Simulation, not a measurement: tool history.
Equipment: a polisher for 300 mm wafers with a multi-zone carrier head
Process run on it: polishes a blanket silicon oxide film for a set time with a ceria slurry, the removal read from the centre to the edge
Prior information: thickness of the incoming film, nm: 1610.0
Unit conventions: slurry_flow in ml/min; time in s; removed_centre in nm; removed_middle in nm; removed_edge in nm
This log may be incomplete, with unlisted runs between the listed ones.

{"run": 1, "hour": 0.0, "slurry_flow": 305, "centre_zone": 1, "middle_zone": 1, "edge_zone": 1, "time": 54, "removed_centre": 378.93, "removed_middle": 369.55, "removed_edge": 367.64}
{"run": 2, "hour": 5.5, "slurry_flow": 300, "centre_zone": 0.97, "middle_zone": 0.98, "edge_zone": 0.97, "time": 52, "removed_centre": 342.83, "removed_middle": 351.8, "removed_edge": 351.86}
{"run": 3, "hour": 9.8, "slurry_flow": 300, "centre_zone": 0.97, "middle_zone": 0.98, "edge_zone": 0.97, "time": 46, "removed_centre": 309.17, "removed_middle": 310.35, "removed_edge": 311.43}
{"run": 4, "hour": 18.1, "slurry_flow": 300, "centre_zone": 0.97, "middle_zone": 0.98, "edge_zone": 0.89, "time": 46, "removed_centre": 308.2, "removed_middle": 310.5, "removed_edge": 298.79}
{"run": 5, "hour": 25.9, "slurry_flow": 290, "centre_zone": 0.95, "middle_zone": 0.97, "edge_zone": 0.87, "time": 46, "removed_centre": 305.81, "removed_middle": 306.98, "removed_edge": 294.79}
{"run": 6, "hour": 27.4, "slurry_flow": 260, "centre_zone": 0.95, "middle_zone": 0.97, "edge_zone": 0.87, "time": 46, "removed_centre": 295.06, "removed_middle": 304.34, "removed_edge": 297.01}
{"run": 7, "hour": 30.0, "slurry_flow": 255, "centre_zone": 0.94, "middle_zone": 0.96, "edge_zone": 0.86, "time": 46, "removed_centre": 292.06, "removed_middle": 300.91, "removed_edge": 292.48}
{"run": 8, "hour": 35.0, "slurry_flow": 250, "centre_zone": 0.93, "middle_zone": 0.95, "edge_zone": 0.85, "time": 46, "removed_centre": 297.88, "removed_middle": 300.04, "removed_edge": 288.13}
{"run": 9, "hour": 39.8, "slurry_flow": 240, "centre_zone": 0.91, "middle_zone": 0.95, "edge_zone": 0.86, "time": 46, "removed_centre": 284.92, "removed_middle": 298.59, "removed_edge": 289.98}
{"run": 10, "hour": 46.0, "slurry_flow": 235, "centre_zone": 0.9, "middle_zone": 0.94, "edge_zone": 0.86, "time": 46, "removed_centre": 274.67, "removed_middle": 294.32, "removed_edge": 292.52}

Run 11 comes next. What will it give?
{"run": 11, "hour": 52.3, "slurry_flow": 235, "centre_zone": 0.9, "middle_zone": 0.94, "edge_zone": 0.85, "time": 46, "removed_centre": "?", "removed_middle": "?", "removed_edge": "?"}

removed_centre: 283.7 nm
removed_middle: 289.44 nm
removed_edge: 288.12 nm
